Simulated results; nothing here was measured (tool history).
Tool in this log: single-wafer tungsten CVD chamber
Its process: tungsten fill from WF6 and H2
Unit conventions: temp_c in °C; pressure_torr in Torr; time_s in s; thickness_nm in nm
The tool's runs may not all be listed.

run	hour	temp_c	pressure_torr	time_s	thickness_nm
1	0	400	41.4	27.6	79.384
2	3	400	46.9	27.6	84.054
3	6.1	405	47	27.6	90.978
4	13.8	405	52.1	27.6	95.065
5	22.2	409	52.2	27.6	101.25
6	23.9	412	52.3	27.6	106.63
7	29	414	52.4	27.6	110.22

Estimate the outcome of run 8 from the log above:
8	36.9	415	52.4	27.6	?

Run 8 produced thickness_nm 112.24 nm.
